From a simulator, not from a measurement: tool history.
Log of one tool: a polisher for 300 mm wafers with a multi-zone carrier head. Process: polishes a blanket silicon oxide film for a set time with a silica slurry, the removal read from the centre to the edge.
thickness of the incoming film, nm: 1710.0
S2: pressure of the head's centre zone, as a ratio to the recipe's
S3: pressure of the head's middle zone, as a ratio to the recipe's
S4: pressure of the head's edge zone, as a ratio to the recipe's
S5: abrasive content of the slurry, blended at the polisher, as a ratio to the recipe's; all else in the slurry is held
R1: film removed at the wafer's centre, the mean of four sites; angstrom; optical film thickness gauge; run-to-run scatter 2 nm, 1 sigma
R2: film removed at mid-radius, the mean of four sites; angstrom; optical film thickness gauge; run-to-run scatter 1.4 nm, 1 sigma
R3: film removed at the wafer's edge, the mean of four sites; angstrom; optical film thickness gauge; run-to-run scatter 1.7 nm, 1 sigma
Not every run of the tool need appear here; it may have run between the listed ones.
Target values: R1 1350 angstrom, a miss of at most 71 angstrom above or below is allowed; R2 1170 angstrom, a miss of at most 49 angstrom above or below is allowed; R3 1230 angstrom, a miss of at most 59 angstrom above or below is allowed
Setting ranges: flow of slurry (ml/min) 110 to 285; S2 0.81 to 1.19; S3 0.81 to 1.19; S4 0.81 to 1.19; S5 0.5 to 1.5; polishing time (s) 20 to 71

run 1 hour=0 | flow_of_slurry_(ml/min)=180 S2=1 S3=1 S4=1 S5=1 polishing_time_(s)=45 | R1=1030.6 R2=1043.3 R3=1027.9
run 2 hour=3.1 | flow_of_slurry_(ml/min)=165 S2=1 S3=1 S4=1 S5=1 polishing_time_(s)=45 | R1=1009.2 R2=1033.4 R3=1025.2
run 3 hour=7 | flow_of_slurry_(ml/min)=175 S2=1.04 S3=1 S4=1.03 S5=1.05 polishing_time_(s)=45 | R1=1125.6 R2=1078.4 R3=1100.1
run 4 hour=10.2 | flow_of_slurry_(ml/min)=175 S2=1.04 S3=1 S4=0.95 S5=1.05 polishing_time_(s)=45 | R1=1079.5 R2=1079.6 R3=1044
run 5 hour=17.8 | flow_of_slurry_(ml/min)=175 S2=1.04 S3=1 S4=0.95 S5=1.2 polishing_time_(s)=45 | R1=1174.5 R2=1167.3 R3=1144.2
run 6 hour=22 | flow_of_slurry_(ml/min)=180 S2=1.06 S3=0.99 S4=0.96 S5=1.2 polishing_time_(s)=45 | R1=1220.2 R2=1143.6 R3=1149.9
run 7 hour=29.7 | flow_of_slurry_(ml/min)=185 S2=1.07 S3=0.99 S4=0.97 S5=1.2 polishing_time_(s)=45 | R1=1242.9 R2=1177.9 R3=1147.2
run 8 hour=30.9 | flow_of_slurry_(ml/min)=180 S2=1.08 S3=0.98 S4=0.99 S5=1.2 polishing_time_(s)=45 | R1=1273.2 R2=1173.9 R3=1159.5
run 9 hour=36.2 | flow_of_slurry_(ml/min)=180 S2=1.08 S3=0.97 S4=1.01 S5=1.2 polishing_time_(s)=45 | R1=1267.3 R2=1149.7 R3=1158.6
run 10 hour=37.7 | flow_of_slurry_(ml/min)=180 S2=1.08 S3=0.97 S4=1.03 S5=1.2 polishing_time_(s)=45 | R1=1247.5 R2=1156 R3=1175.9
run 11 hour=43.7 | flow_of_slurry_(ml/min)=185 S2=1.09 S3=0.96 S4=1.04 S5=1.2 polishing_time_(s)=45 | R1=1265.6 R2=1139.5 R3=1181.9
run 12 hour=47.6 | flow_of_slurry_(ml/min)=185 S2=1.1 S3=0.96 S4=1.05 S5=1.2 polishing_time_(s)=45 | R1=1272.5 R2=1135.3 R3=1157.3

Below are 5 possible settings for the next run. Only one of them brings all results inside the allowed miss of their targets. Which is it?
run A hour=51.5 | flow_of_slurry_(ml/min)=195 S2=1.15 S3=1.15 S4=0.96 S5=1.05 polishing_time_(s)=43 | R1=? R2=? R3=?
run B hour=51.5 | flow_of_slurry_(ml/min)=215 S2=1.19 S3=1.05 S4=0.97 S5=1 polishing_time_(s)=47 | R1=? R2=? R3=?
run C hour=51.5 | flow_of_slurry_(ml/min)=195 S2=0.92 S3=0.92 S4=0.99 S5=1.1 polishing_time_(s)=49 | R1=? R2=? R3=?
run D hour=51.5 | flow_of_slurry_(ml/min)=195 S2=1.13 S3=0.96 S4=1.07 S5=1.3 polishing_time_(s)=44 | R1=? R2=? R3=?
run E hour=51.5 | flow_of_slurry_(ml/min)=185 S2=1.03 S3=0.93 S4=1.13 S5=1.3 polishing_time_(s)=44 | R1=? R2=? R3=?

move=A R1=1195.5 R2=1162.8 R3=1000.3
move=B R1=1330.7 R2=1161.2 R3=1077.1
move=C R1=1118.3 R2=1145.3 R3=1194.1
move=D R1=1353.3 R2=1162.6 R3=1219.3
move=E R1=1220.5 R2=1125 R3=1245.8
A: lands further from the targets than the last run did
B: lands further from the targets than the last run did
C: meets the target for the result that was furthest off, but another lies outside its allowed miss
D: every result lands within tolerance
E: meets the target for the result that was furthest off, but another lies outside its allowed miss
Answer: D
